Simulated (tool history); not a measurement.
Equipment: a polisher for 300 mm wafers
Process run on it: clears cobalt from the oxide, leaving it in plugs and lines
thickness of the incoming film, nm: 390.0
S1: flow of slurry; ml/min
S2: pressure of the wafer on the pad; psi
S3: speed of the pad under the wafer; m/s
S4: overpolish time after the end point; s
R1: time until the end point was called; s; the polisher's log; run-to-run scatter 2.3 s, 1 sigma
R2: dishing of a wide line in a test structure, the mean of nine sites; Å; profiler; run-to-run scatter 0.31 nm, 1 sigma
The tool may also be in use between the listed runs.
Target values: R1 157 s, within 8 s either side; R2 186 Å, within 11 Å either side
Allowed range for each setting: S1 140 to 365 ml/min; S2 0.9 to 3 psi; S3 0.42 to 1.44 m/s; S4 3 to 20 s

{"run": 1, "hour": 0.0, "S1": 235, "S2": 1.9, "S3": 0.92, "S4": 10, "R1": 89.546, "R2": 230.35}
{"run": 2, "hour": 1.2, "S1": 235, "S2": 1.7, "S3": 0.92, "S4": 10, "R1": 96.847, "R2": 221.36}
{"run": 3, "hour": 8.2, "S1": 235, "S2": 1.6, "S3": 0.9, "S4": 10, "R1": 106.5, "R2": 213.42}
{"run": 4, "hour": 9.8, "S1": 235, "S2": 1.5, "S3": 0.9, "S4": 10, "R1": 117.49, "R2": 199.19}
{"run": 5, "hour": 15.9, "S1": 235, "S2": 1.4, "S3": 0.9, "S4": 10, "R1": 124.55, "R2": 193.02}
{"run": 6, "hour": 24.1, "S1": 235, "S2": 1.7, "S3": 0.9, "S4": 10, "R1": 101.16, "R2": 217.82}
{"run": 7, "hour": 28.1, "S1": 235, "S2": 1.6, "S3": 0.9, "S4": 10, "R1": 104.22, "R2": 210.98}
{"run": 8, "hour": 35.1, "S1": 230, "S2": 1, "S3": 0.8, "S4": 13, "R1": 184.64, "R2": 172.94}
{"run": 9, "hour": 41.3, "S1": 230, "S2": 1.1, "S3": 0.8, "S4": 13, "R1": 165.71, "R2": 187.48}

4 next moves are on the table. One of them brings every result within its allowed miss. Which?
{"run": "A", "hour": 47.5, "S1": 175, "S2": 1.1, "S3": 0.94, "S4": 12, "R1": "?", "R2": "?"}
{"run": "B", "hour": 47.5, "S1": 280, "S2": 1.3, "S3": 0.58, "S4": 15, "R1": "?", "R2": "?"}
{"run": "C", "hour": 47.5, "S1": 195, "S2": 1.2, "S3": 0.68, "S4": 14, "R1": "?", "R2": "?"}
{"run": "D", "hour": 47.5, "S1": 295, "S2": 0.9, "S3": 0.96, "S4": 13, "R1": "?", "R2": "?"}

move=A R1=153.03 R2=183.2
move=B R1=180.56 R2=190.67
move=C R1=180.26 R2=182.43
move=D R1=169.65 R2=180.8
A: meets every target
B: moves away from the targets compared with the last run
C: moves away from the targets compared with the last run
D: moves away from the targets compared with the last run
A is the move that brings every result within its allowed miss.

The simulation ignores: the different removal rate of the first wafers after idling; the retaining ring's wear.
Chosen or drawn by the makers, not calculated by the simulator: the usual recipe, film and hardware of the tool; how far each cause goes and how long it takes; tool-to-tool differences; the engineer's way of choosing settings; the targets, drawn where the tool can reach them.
